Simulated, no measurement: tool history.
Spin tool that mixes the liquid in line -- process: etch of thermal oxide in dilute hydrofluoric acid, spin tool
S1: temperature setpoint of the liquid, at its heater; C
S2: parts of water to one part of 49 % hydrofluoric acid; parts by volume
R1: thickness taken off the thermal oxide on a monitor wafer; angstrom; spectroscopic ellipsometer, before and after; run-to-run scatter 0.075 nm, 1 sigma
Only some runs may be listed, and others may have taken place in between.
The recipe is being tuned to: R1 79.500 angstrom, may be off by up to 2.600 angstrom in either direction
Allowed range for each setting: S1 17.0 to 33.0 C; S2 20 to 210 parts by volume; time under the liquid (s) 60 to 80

Run 1, hour 0.0: S1 25.0 C, S2 115 parts by volume, time under the liquid (s) 80. Result: R1 32.615 angstrom.
Run 2, hour 8.8: S1 25.0 C, S2 115 parts by volume, time under the liquid (s) 60. Result: R1 24.437 angstrom.
Run 3, hour 13.3: S1 26.5 C, S2 100 parts by volume, time under the liquid (s) 60. Result: R1 31.028 angstrom.
Run 4, hour 14.1: S1 26.5 C, S2 100 parts by volume, time under the liquid (s) 80. Result: R1 41.226 angstrom.
Run 5, hour 22.3: S1 26.5 C, S2 100 parts by volume, time under the liquid (s) 80. Result: R1 41.200 angstrom.
Run 6, hour 23.4: S1 26.5 C, S2 125 parts by volume, time under the liquid (s) 80. Result: R1 31.764 angstrom.
Run 7, hour 25.3: S1 27.5 C, S2 115 parts by volume, time under the liquid (s) 80. Result: R1 35.994 angstrom.
Run 8, hour 26.8: S1 28.5 C, S2 105 parts by volume, time under the liquid (s) 80. Result: R1 41.931 angstrom.
Run 9, hour 30.3: S1 29.5 C, S2 95 parts by volume, time under the liquid (s) 80. Result: R1 48.076 angstrom.
Run 10, hour 34.1: S1 30.0 C, S2 90 parts by volume, time under the liquid (s) 80. Result: R1 52.845 angstrom.
Run 11, hour 38.9: S1 30.5 C, S2 85 parts by volume, time under the liquid (s) 80. Result: R1 57.467 angstrom.
Run 12, hour 47.1: S1 31.0 C, S2 80 parts by volume, time under the liquid (s) 80. Result: R1 62.719 angstrom.
Run 13, hour 49.0: S1 31.5 C, S2 80 parts by volume, time under the liquid (s) 80. Result: R1 64.053 angstrom.
Run 14, hour 51.1: S1 32.0 C, S2 75 parts by volume, time under the liquid (s) 80. Result: R1 69.547 angstrom.
Run 15, hour 60.0: S1 32.5 C, S2 70 parts by volume, time under the liquid (s) 80. Result: R1 75.886 angstrom.

Next run, 5 choices. One meets every target within its allowed miss, the rest don't. Which?
Run A, hour 68.9: S1 31.5 C, S2 70 parts by volume, time under the liquid (s) 80. Result: R1 ?.
Run B, hour 68.9: S1 30.5 C, S2 65 parts by volume, time under the liquid (s) 75. Result: R1 ?.
Run C, hour 68.9: S1 33.0 C, S2 70 parts by volume, time under the liquid (s) 75. Result: R1 ?.
Run D, hour 68.9: S1 33.0 C, S2 60 parts by volume, time under the liquid (s) 60. Result: R1 ?.
Run E, hour 68.9: S1 31.0 C, S2 65 parts by volume, time under the liquid (s) 80. Result: R1 ?.

move      R1
   A  73.874
   B  72.334
   C  73.294
   D  69.518
   E  78.654
A: moves away from the targets compared with the last run
B: moves away from the targets compared with the last run
C: moves away from the targets compared with the last run
D: moves away from the targets compared with the last run
E: in spec on every target
E meets every target.
